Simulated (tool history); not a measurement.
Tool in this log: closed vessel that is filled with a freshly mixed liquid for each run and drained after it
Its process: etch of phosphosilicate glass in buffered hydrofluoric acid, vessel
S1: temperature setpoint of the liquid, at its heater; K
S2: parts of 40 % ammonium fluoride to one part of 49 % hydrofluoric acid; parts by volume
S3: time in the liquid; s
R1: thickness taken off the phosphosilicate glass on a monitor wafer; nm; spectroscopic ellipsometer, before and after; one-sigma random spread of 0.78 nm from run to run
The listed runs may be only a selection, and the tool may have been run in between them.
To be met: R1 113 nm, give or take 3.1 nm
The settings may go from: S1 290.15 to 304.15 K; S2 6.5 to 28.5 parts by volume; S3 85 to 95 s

Run 1, hour 0: S1 296.15 K, S2 17.5 parts by volume, S3 85 s. Result: R1 188.48 nm.
Run 2, hour 2.3: S1 295.15 K, S2 18 parts by volume, S3 85 s. Result: R1 171.62 nm.
Run 3, hour 9.7: S1 292.65 K, S2 18 parts by volume, S3 85 s. Result: R1 149.95 nm.
Run 4, hour 10.6: S1 294.15 K, S2 18 parts by volume, S3 85 s. Result: R1 161.68 nm.
Run 5, hour 13.4: S1 293.65 K, S2 18.5 parts by volume, S3 85 s. Result: R1 152.52 nm.
Run 6, hour 14.2: S1 293.65 K, S2 18.5 parts by volume, S3 95 s. Result: R1 173.81 nm.
Run 7, hour 20.3: S1 293.15 K, S2 19 parts by volume, S3 95 s. Result: R1 163.99 nm.
Run 8, hour 22.8: S1 292.65 K, S2 19.5 parts by volume, S3 95 s. Result: R1 155.14 nm.
Run 9, hour 25.9: S1 290.15 K, S2 23.5 parts by volume, S3 95 s. Result: R1 117.91 nm.

Next run, 4 choices. One meets every target within its allowed miss, the rest don't. Which?
Run A, hour 29: S1 291.65 K, S2 22.5 parts by volume, S3 90 s. Result: R1 ?.
Run B, hour 29: S1 292.65 K, S2 24 parts by volume, S3 90 s. Result: R1 ?.
Run C, hour 29: S1 290.15 K, S2 24.5 parts by volume, S3 95 s. Result: R1 ?.
Run D, hour 29: S1 290.15 K, S2 21 parts by volume, S3 90 s. Result: R1 ?.

move      R1
   A  125.96
   B  127.47
   C  115.07
   D  121.28
A: moves away from the targets compared with the last run
B: moves away from the targets compared with the last run
C: in spec on every target
D: moves away from the targets compared with the last run
Correct choice: C, which meets every target
